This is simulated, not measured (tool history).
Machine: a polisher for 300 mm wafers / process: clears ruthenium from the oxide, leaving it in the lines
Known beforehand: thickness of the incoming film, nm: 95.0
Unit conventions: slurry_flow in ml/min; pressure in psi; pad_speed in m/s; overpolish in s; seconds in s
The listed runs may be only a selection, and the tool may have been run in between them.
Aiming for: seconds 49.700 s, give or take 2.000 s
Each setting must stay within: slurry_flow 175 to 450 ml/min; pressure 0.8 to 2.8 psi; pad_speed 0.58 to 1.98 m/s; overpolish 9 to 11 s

run,hour,slurry_flow,pressure,pad_speed,overpolish,seconds
1,0.0,290,1.8,1.28,11,83.087
2,3.8,290,1.8,1.56,11,71.201
3,11.5,290,1.4,1.56,11,87.638
4,12.8,290,1.6,1.58,11,75.874
5,14.6,245,1.6,1.58,11,76.159
6,15.8,245,1.8,1.60,11,69.396
7,17.8,245,1.9,1.60,11,65.100
8,24.7,245,2.0,1.60,11,63.859
9,27.8,245,2.1,1.60,11,59.664
10,28.7,245,2.2,1.60,11,56.520
11,35.0,245,2.3,1.60,11,55.138
12,35.9,245,2.4,1.60,11,52.907

4 candidate next runs follow, results not yet known. Just one meets every target within its allowed miss. Identify it.
A,36.8,175,2.1,1.70,11,?
B,36.8,225,2.6,1.38,11,?
C,36.8,225,2.6,1.62,10,?
D,36.8,295,2.2,1.64,11,?

move,seconds
A,59.080
B,55.459
C,48.399
D,54.241
A: the biggest miss grows against the last run
B: the biggest miss grows against the last run
C: each result inside its tolerance
D: the biggest miss grows against the last run
C meets every target.
